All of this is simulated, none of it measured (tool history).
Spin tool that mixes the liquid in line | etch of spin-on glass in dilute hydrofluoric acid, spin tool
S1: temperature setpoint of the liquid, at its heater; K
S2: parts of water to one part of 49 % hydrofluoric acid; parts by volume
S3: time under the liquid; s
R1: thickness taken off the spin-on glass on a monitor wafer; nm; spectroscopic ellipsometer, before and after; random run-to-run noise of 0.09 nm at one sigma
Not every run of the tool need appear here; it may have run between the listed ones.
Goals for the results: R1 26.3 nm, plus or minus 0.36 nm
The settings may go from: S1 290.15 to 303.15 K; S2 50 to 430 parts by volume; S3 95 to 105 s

run,hour,S1,S2,S3,R1
1,0,295.15,240,95,11.563
2,3.5,295.15,280,95,9.5468
3,5.4,297.15,240,95,12.498
4,6,297.15,240,105,13.742
5,9.3,297.15,325,105,9.3663
6,11.6,298.65,275,105,12.291
7,17.5,299.65,235,105,15.502
8,21.4,303.15,140,105,32.87
9,29.4,301.65,140,105,31.392
10,34.4,300.15,140,105,29.411
11,35.1,299.15,140,105,28.388
12,41.6,298.65,140,105,28.16

Which single option among these 5 for the next run brings every result within its allowed miss of target? Just one does.
A,48.1,300.65,130,95,?
B,48.1,297.65,140,100,?
C,48.1,298.65,125,100,?
D,48.1,302.65,170,105,?
E,48.1,299.65,140,95,?

move,R1
A,29.737
B,25.629
C,30.367
D,25.702
E,26.266
A: moves away from the targets compared with the last run
B: carries the result that was furthest off beyond its target, to the other side
C: moves away from the targets compared with the last run
D: carries the result that was furthest off beyond its target, to the other side
E: in spec on every target
The right move is E.
